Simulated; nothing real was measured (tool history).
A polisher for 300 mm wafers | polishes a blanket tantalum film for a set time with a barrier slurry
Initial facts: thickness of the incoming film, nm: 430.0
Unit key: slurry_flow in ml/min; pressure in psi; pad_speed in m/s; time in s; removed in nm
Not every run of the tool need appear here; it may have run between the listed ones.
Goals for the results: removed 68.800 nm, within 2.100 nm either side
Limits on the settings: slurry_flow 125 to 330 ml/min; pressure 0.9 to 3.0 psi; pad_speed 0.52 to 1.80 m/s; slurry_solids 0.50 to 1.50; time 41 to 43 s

{"run": 1, "hour": 0.0, "slurry_flow": 210, "pressure": 1.9, "pad_speed": 1.16, "slurry_solids": 1.0, "time": 41, "removed": 93.241}
{"run": 2, "hour": 7.1, "slurry_flow": 210, "pressure": 1.9, "pad_speed": 1.16, "slurry_solids": 1.0, "time": 41, "removed": 91.992}
{"run": 3, "hour": 13.5, "slurry_flow": 210, "pressure": 1.8, "pad_speed": 1.16, "slurry_solids": 1.0, "time": 41, "removed": 89.347}
{"run": 4, "hour": 18.4, "slurry_flow": 210, "pressure": 1.8, "pad_speed": 1.16, "slurry_solids": 1.0, "time": 43, "removed": 94.956}
{"run": 5, "hour": 20.0, "slurry_flow": 210, "pressure": 1.7, "pad_speed": 1.16, "slurry_solids": 1.0, "time": 43, "removed": 90.411}
{"run": 6, "hour": 28.6, "slurry_flow": 210, "pressure": 1.7, "pad_speed": 1.16, "slurry_solids": 1.1, "time": 43, "removed": 92.692}
{"run": 7, "hour": 29.8, "slurry_flow": 210, "pressure": 1.7, "pad_speed": 1.16, "slurry_solids": 1.1, "time": 43, "removed": 92.573}
{"run": 8, "hour": 34.6, "slurry_flow": 210, "pressure": 1.6, "pad_speed": 1.16, "slurry_solids": 1.1, "time": 43, "removed": 89.572}
{"run": 9, "hour": 36.8, "slurry_flow": 210, "pressure": 1.5, "pad_speed": 1.16, "slurry_solids": 1.1, "time": 43, "removed": 86.17}
{"run": 10, "hour": 39.4, "slurry_flow": 210, "pressure": 1.4, "pad_speed": 1.16, "slurry_solids": 1.1, "time": 43, "removed": 82.655}

5 candidate next runs follow, results not yet known. Just one meets every target within its allowed miss. Identify it.
{"run": "A", "hour": 42.0, "slurry_flow": 200, "pressure": 1.4, "pad_speed": 1.34, "slurry_solids": 1.1, "time": 42, "removed": "?"}
{"run": "B", "hour": 42.0, "slurry_flow": 210, "pressure": 1.1, "pad_speed": 1.04, "slurry_solids": 1.2, "time": 41, "removed": "?"}
{"run": "C", "hour": 42.0, "slurry_flow": 230, "pressure": 0.9, "pad_speed": 1.06, "slurry_solids": 1.05, "time": 41, "removed": "?"}
{"run": "D", "hour": 42.0, "slurry_flow": 215, "pressure": 1.3, "pad_speed": 1.0, "slurry_solids": 1.05, "time": 42, "removed": "?"}
{"run": "E", "hour": 42.0, "slurry_flow": 195, "pressure": 1.6, "pad_speed": 1.12, "slurry_solids": 1.1, "time": 43, "removed": "?"}

move=A removed=92.796
move=B removed=64.935
move=C removed=59.644
move=D removed=67.962
move=E removed=85.961
A: its largest miss is bigger than the last run's
B: the result that was furthest off in the last run now lies on the other side of its target
C: the result that was furthest off in the last run now lies on the other side of its target
D: every result within its allowed miss
E: its largest miss is bigger than the last run's
Answer: D
